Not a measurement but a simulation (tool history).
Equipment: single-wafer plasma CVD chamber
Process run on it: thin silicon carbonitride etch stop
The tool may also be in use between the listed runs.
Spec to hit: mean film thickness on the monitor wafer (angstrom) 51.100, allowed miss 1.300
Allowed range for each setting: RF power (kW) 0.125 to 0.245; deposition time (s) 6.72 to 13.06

run	hour	RF power (kW)	deposition time (s)	mean film thickness on the monitor wafer (angstrom)
1	0.0	0.185	9.89	59.006
2	5.0	0.185	11.27	66.974
3	9.1	0.185	11.99	70.870
4	13.0	0.175	11.32	66.675
5	19.8	0.175	10.16	59.415
6	27.7	0.155	10.16	58.388
7	28.5	0.145	8.68	49.054
8	30.6	0.145	8.74	49.201
9	32.6	0.145	8.79	49.531
10	38.7	0.145	8.83	49.680

Which of these 4 next moves meets every target?
A	44.8	0.130	10.05	?
B	44.8	0.165	9.38	?
C	44.8	0.135	9.15	?
D	44.8	0.160	9.57	?

move	mean film thickness on the monitor wafer (angstrom)
A	55.265
B	54.216
C	50.702
D	54.949
A: pushes the last run's worst result past its target
B: pushes the last run's worst result past its target
C: hits every target within its allowed miss
D: pushes the last run's worst result past its target
Answer: C
